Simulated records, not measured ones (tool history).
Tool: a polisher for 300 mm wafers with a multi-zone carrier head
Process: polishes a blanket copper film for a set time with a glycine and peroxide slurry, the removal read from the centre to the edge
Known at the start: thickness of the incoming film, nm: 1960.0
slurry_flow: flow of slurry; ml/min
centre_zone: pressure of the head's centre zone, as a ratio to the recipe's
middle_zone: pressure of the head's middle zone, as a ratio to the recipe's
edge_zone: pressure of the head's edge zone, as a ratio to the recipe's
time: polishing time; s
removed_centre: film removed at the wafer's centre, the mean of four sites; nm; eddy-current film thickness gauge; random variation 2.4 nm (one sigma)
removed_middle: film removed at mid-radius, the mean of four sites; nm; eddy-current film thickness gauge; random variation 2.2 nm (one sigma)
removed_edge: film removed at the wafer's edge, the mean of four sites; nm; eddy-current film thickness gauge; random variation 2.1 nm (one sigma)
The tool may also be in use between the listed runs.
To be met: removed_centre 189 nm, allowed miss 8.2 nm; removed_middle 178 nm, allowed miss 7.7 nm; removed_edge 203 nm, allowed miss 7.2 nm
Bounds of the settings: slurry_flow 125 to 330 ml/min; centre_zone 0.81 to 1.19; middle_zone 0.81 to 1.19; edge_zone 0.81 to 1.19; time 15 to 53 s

run 1 hour=0 | slurry_flow=210 centre_zone=1 middle_zone=1 edge_zone=1 time=34 | removed_centre=228.79 removed_middle=234.94 removed_edge=232.98
run 2 hour=2.1 | slurry_flow=200 centre_zone=0.98 middle_zone=0.95 edge_zone=0.99 time=33 | removed_centre=214.12 removed_middle=210.53 removed_edge=225.03
run 3 hour=2.8 | slurry_flow=195 centre_zone=0.97 middle_zone=0.93 edge_zone=0.96 time=32 | removed_centre=211.98 removed_middle=206.13 removed_edge=212.84
run 4 hour=7.9 | slurry_flow=195 centre_zone=0.97 middle_zone=0.96 edge_zone=0.96 time=32 | removed_centre=206.52 removed_middle=206.81 removed_edge=211.21
run 5 hour=16 | slurry_flow=150 centre_zone=0.97 middle_zone=0.96 edge_zone=0.96 time=32 | removed_centre=199.6 removed_middle=196.81 removed_edge=205.85
run 6 hour=19.5 | slurry_flow=145 centre_zone=0.96 middle_zone=0.94 edge_zone=0.97 time=32 | removed_centre=193.12 removed_middle=191.28 removed_edge=202.67
run 7 hour=25.8 | slurry_flow=145 centre_zone=0.96 middle_zone=0.94 edge_zone=0.97 time=32 | removed_centre=191.87 removed_middle=192.68 removed_edge=205.35
run 8 hour=27.6 | slurry_flow=140 centre_zone=0.96 middle_zone=0.92 edge_zone=0.97 time=32 | removed_centre=188.66 removed_middle=187.25 removed_edge=208.62

Which of these 4 next moves meets every target?
run A hour=29.4 | slurry_flow=125 centre_zone=0.99 middle_zone=0.89 edge_zone=0.97 time=32 | removed_centre=? removed_middle=? removed_edge=?
run B hour=29.4 | slurry_flow=245 centre_zone=0.86 middle_zone=1.05 edge_zone=0.86 time=29 | removed_centre=? removed_middle=? removed_edge=?
run C hour=29.4 | slurry_flow=155 centre_zone=0.99 middle_zone=1.02 edge_zone=1 time=30 | removed_centre=? removed_middle=? removed_edge=?
run D hour=29.4 | slurry_flow=180 centre_zone=0.89 middle_zone=1 edge_zone=0.96 time=31 | removed_centre=? removed_middle=? removed_edge=?

move=A removed_centre=185.54 removed_middle=174.02 removed_edge=200.13
move=B removed_centre=169.3 removed_middle=205.69 removed_edge=188.26
move=C removed_centre=185.12 removed_middle=192.23 removed_edge=197.46
move=D removed_centre=177.67 removed_middle=201.48 removed_edge=204.54
A: meets every target
B: further off than the last run
C: further off than the last run
D: further off than the last run
Move A is the one to make.
